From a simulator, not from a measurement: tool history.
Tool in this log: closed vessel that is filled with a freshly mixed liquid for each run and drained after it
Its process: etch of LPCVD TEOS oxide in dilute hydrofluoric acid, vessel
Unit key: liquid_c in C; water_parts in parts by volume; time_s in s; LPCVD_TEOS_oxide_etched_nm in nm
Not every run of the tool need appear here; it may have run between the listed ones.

| run | hour | liquid_c | water_parts | time_s | LPCVD_TEOS_oxide_etched_nm |
|---|---|---|---|---|---|
| 1 | 0.0 | 22.0 | 155 | 30 | 5.6046 |
| 2 | 3.1 | 24.5 | 155 | 30 | 6.1387 |
| 3 | 10.1 | 26.0 | 155 | 30 | 6.6296 |
| 4 | 18.5 | 27.0 | 120 | 30 | 9.2274 |
| 5 | 20.6 | 29.0 | 120 | 30 | 9.8297 |
| 6 | 26.1 | 29.0 | 120 | 30 | 9.7639 |
| 7 | 28.3 | 29.5 | 95 | 30 | 13.1710 |
| 8 | 29.1 | 29.5 | 85 | 30 | 14.8340 |

For run 9, what comes out?
| 9 | 32.9 | 29.5 | 80 | 30 | ? |

Run 9 gave LPCVD_TEOS_oxide_etched_nm 15.6790 nm.

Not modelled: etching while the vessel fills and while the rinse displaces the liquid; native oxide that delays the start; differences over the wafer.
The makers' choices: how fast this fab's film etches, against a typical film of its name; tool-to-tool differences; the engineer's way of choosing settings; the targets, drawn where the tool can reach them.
